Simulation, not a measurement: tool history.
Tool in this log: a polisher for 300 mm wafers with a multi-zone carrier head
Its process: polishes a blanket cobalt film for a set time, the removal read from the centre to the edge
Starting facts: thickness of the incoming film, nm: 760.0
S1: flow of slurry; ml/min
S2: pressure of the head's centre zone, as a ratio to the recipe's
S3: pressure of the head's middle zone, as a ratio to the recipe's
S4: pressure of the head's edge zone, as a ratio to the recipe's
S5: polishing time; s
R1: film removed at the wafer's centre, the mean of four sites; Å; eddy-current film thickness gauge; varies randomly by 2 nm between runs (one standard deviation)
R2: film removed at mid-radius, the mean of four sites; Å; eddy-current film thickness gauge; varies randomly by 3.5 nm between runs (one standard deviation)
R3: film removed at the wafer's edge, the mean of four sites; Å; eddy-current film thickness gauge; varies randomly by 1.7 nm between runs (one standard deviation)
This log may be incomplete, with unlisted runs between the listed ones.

run 1 day=0.000 | S1=125 S2=1.00 S3=1.00 S4=1.00 S5=61 | R1=2906.5 R2=2885.3 R3=2827.1
run 2 day=0.179 | S1=125 S2=1.00 S3=1.00 S4=1.00 S5=52 | R1=2485.9 R2=2443.1 R3=2441.8
run 3 day=0.317 | S1=125 S2=1.00 S3=1.00 S4=1.00 S5=62 | R1=2953.8 R2=2934.9 R3=2889.4
run 4 day=0.354 | S1=120 S2=0.98 S3=0.99 S4=0.99 S5=62 | R1=2873.0 R2=2940.3 R3=2858.1
run 5 day=0.671 | S1=100 S2=0.98 S3=0.99 S4=0.99 S5=62 | R1=2693.5 R2=2737.1 R3=2749.0
run 6 day=0.917 | S1=120 S2=0.98 S3=0.99 S4=0.99 S5=62 | R1=2856.1 R2=2885.1 R3=2835.0
run 7 day=1.142 | S1=115 S2=0.96 S3=0.98 S4=0.98 S5=62 | R1=2692.1 R2=2845.0 R3=2835.0
run 8 day=1.404 | S1=110 S2=0.95 S3=0.97 S4=0.97 S5=62 | R1=2638.5 R2=2790.2 R3=2758.0
run 9 day=1.779 | S1=105 S2=0.94 S3=0.96 S4=0.96 S5=62 | R1=2574.3 R2=2678.9 R3=2768.8
run 10 day=1.896 | S1=100 S2=0.93 S3=0.96 S4=0.95 S5=62 | R1=2524.4 R2=2708.2 R3=2711.0
run 11 day=2.129 | S1=95 S2=0.92 S3=0.95 S4=0.94 S5=62 | R1=2484.9 R2=2606.9 R3=2633.1
run 12 day=2.192 | S1=95 S2=0.91 S3=0.95 S4=0.94 S5=62 | R1=2421.4 R2=2566.6 R3=2675.2
run 13 day=2.546 | S1=95 S2=0.90 S3=0.95 S4=0.93 S5=62 | R1=2421.5 R2=2673.3 R3=2625.0
run 14 day=2.879 | S1=95 S2=0.89 S3=0.94 S4=0.93 S5=62 | R1=2365.5 R2=2591.7 R3=2619.6
run 15 day=3.025 | S1=95 S2=0.88 S3=0.94 S4=0.93 S5=62 | R1=2372.4 R2=2567.2 R3=2647.3
run 16 day=3.092 | S1=95 S2=0.87 S3=0.94 S4=0.92 S5=62 | R1=2334.7 R2=2598.8 R3=2624.8

Run 17 is up next; what results do you expect?
run 17 day=3.350 | S1=95 S2=0.86 S3=0.94 S4=0.92 S5=62 | R1=? R2=? R3=?

R1: 2307.6 Å
R2: 2626.1 Å
R3: 2614.9 Å

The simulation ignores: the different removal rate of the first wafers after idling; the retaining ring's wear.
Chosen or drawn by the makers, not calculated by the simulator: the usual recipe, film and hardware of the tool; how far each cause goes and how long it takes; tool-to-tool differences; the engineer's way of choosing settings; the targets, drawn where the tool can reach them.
